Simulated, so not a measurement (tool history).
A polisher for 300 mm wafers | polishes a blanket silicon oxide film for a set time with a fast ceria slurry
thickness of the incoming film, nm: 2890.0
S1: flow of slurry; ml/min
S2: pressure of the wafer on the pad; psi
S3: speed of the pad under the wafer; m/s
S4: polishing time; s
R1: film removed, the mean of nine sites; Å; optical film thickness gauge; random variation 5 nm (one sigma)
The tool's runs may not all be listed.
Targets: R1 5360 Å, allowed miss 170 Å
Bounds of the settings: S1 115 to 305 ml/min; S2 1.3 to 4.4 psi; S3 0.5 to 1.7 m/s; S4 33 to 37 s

run  hour   S1   S2   S3  S4      R1
  1     0  195  2.8  1.1  37  7577.8
  2     4  195  2.7  1.1  37  7240.5
  3  12.3  195  2.6  1.1  37  7045.3
  4  16.5  195  2.5  1.1  37  6842.4
  5  22.4  195  2.5  1.2  37  7312.1
  6  29.3  160  2.5  1.2  37  7185.2
  7  33.4  160  2.4  1.2  37  6973.3
  8    41  160  2.3  1.2  37  6894.9
  9  47.8  160  2.2  1.2  37  6636.3
 10  49.9  160  2.1  1.2  37  6438.6
 11  55.1  160    2  1.2  37  6307.9
 12  56.6  160    2  1.2  37  6279.9
 13  58.2  160  1.9  1.2  37  6077.4
 14  63.8  160  1.8  1.2  37  5836.1

Which of these 5 next moves meets every target?
  A  69.4  135  1.9  1.36  34   ?
  B  69.4  125  1.9  1.34  36   ?
  C  69.4  150    2  1.34  37   ?
  D  69.4  210  1.5   1.3  35   ?
  E  69.4  150  2.3  1.26  36   ?

move      R1
   A  5876.9
   B  6104.9
   C  6611.3
   D  5272.6
   E  6753.4
A: further off than the last run
B: further off than the last run
C: further off than the last run
D: meets every target
E: further off than the last run
Answer: D
